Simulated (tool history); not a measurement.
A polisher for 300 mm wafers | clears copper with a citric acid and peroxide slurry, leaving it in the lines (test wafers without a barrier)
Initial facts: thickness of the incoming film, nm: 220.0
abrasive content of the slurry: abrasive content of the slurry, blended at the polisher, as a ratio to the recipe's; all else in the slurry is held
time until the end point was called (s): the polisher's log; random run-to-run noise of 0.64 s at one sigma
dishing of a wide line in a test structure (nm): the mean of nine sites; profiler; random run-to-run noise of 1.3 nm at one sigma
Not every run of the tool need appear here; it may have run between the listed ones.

run	hour	flow of slurry (ml/min)	pressure of the wafer on the pad (psi)	speed of the pad under the wafer (cm/s)	abrasive content of the slurry	overpolish time after the end point (s)	time until the end point was called (s)	dishing of a wide line in a test structure (nm)
1	0	170	3.3	116	1	20	86.733	33.916
2	2.8	145	3.3	116	1	20	89.606	33.105
3	8.1	145	3.3	116	1.1	20	85.75	33.682
4	10	190	3.3	116	1.1	20	84.784	36.224
5	15.6	220	3.3	116	1.1	20	83.374	36.977
6	18.5	200	3.3	116	1.1	20	84.012	35.65
7	19.7	200	3.6	120	1.1	21	77.633	40.858

Run 8 has not been measured yet. What should we expect?
8	21.2	200	3.6	120	1.1	21	?	?

For run 8 the tool returned time until the end point was called (s) 75.469, dishing of a wide line in a test structure (nm) 40.046.

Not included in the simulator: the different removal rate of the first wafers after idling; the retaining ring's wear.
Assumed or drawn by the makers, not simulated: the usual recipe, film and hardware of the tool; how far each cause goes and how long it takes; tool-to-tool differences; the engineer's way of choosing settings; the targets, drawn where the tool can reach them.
